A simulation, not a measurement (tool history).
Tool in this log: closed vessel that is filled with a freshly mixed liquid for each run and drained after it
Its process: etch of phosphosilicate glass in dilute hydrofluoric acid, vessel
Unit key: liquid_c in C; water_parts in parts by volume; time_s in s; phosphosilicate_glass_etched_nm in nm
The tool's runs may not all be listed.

run,day,liquid_c,water_parts,time_s,phosphosilicate_glass_etched_nm
1,0,21,100,100,88.066
2,0.112,22,95,100,95.916
3,0.262,23,90,100,106.13
4,0.529,23,90,105,109.75
5,0.896,20.5,90,105,102.44
6,1.233,20.5,65,105,145.14
7,1.417,21.5,65,105,150.6

Run 8 has not been measured yet. What should we expect?
8,1.508,22,65,105,?

phosphosilicate_glass_etched_nm: 150.04 nm
